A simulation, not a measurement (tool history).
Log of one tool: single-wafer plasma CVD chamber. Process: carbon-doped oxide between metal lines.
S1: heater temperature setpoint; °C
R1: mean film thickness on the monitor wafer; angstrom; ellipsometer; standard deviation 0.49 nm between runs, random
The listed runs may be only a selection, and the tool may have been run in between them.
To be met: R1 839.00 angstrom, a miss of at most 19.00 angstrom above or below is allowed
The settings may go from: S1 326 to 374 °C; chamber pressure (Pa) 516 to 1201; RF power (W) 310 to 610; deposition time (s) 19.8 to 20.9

{"run": 1, "hour": 0.0, "S1": 350, "chamber pressure (Pa)": 859, "RF power (W)": 460, "deposition time (s)": 20.9, "R1": 1062.3}
{"run": 2, "hour": 2.9, "S1": 350, "chamber pressure (Pa)": 859, "RF power (W)": 505, "deposition time (s)": 20.9, "R1": 1147.7}
{"run": 3, "hour": 9.8, "S1": 352, "chamber pressure (Pa)": 840, "RF power (W)": 465, "deposition time (s)": 20.7, "R1": 1063.5}
{"run": 4, "hour": 17.6, "S1": 357, "chamber pressure (Pa)": 840, "RF power (W)": 465, "deposition time (s)": 20.7, "R1": 1035.2}
{"run": 5, "hour": 19.8, "S1": 360, "chamber pressure (Pa)": 828, "RF power (W)": 440, "deposition time (s)": 20.6, "R1": 955.04}
{"run": 6, "hour": 23.2, "S1": 363, "chamber pressure (Pa)": 813, "RF power (W)": 430, "deposition time (s)": 20.6, "R1": 940.25}
{"run": 7, "hour": 30.2, "S1": 365, "chamber pressure (Pa)": 807, "RF power (W)": 420, "deposition time (s)": 20.6, "R1": 894.72}
{"run": 8, "hour": 36.2, "S1": 367, "chamber pressure (Pa)": 796, "RF power (W)": 415, "deposition time (s)": 20.6, "R1": 882.35}
{"run": 9, "hour": 39.9, "S1": 368, "chamber pressure (Pa)": 788, "RF power (W)": 410, "deposition time (s)": 20.6, "R1": 873.5}

Below are 4 possible settings for the next run. Only one of them brings all results inside the allowed miss of their targets. Which is it?
{"run": "A", "hour": 43.6, "S1": 373, "chamber pressure (Pa)": 689, "RF power (W)": 420, "deposition time (s)": 20.0, "R1": "?"}
{"run": "B", "hour": 43.6, "S1": 370, "chamber pressure (Pa)": 824, "RF power (W)": 420, "deposition time (s)": 20.9, "R1": "?"}
{"run": "C", "hour": 43.6, "S1": 369, "chamber pressure (Pa)": 848, "RF power (W)": 430, "deposition time (s)": 19.8, "R1": "?"}
{"run": "D", "hour": 43.6, "S1": 368, "chamber pressure (Pa)": 761, "RF power (W)": 420, "deposition time (s)": 20.5, "R1": "?"}

move=A R1=836.67
move=B R1=906.95
move=C R1=888.29
move=D R1=883.90
A: each result inside its tolerance
B: misses by more than the last run did
C: misses by more than the last run did
D: misses by more than the last run did
Go with A: it meets all targets.
